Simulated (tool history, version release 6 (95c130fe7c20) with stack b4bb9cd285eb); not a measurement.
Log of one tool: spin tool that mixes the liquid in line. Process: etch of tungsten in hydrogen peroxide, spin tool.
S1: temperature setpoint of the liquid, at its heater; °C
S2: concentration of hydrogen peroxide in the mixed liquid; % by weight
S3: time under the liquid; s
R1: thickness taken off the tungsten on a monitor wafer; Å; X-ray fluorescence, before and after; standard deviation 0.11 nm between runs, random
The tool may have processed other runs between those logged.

run	hour	S1	S2	S3	R1
1	0.0	49.0	18.5	50	688.64
2	2.6	56.0	18.5	50	1043.50
3	10.3	56.0	22.0	50	1139.20
4	19.1	53.5	22.0	50	979.68
5	21.1	53.5	22.0	50	977.91
6	28.2	48.5	22.0	50	723.13
7	29.5	40.5	22.0	50	436.58
8	31.1	39.5	22.0	50	406.52

The next listed run, before its measurement:
9	38.7	38.5	22.0	50	?

Run 9 measured R1 384.29 Å.
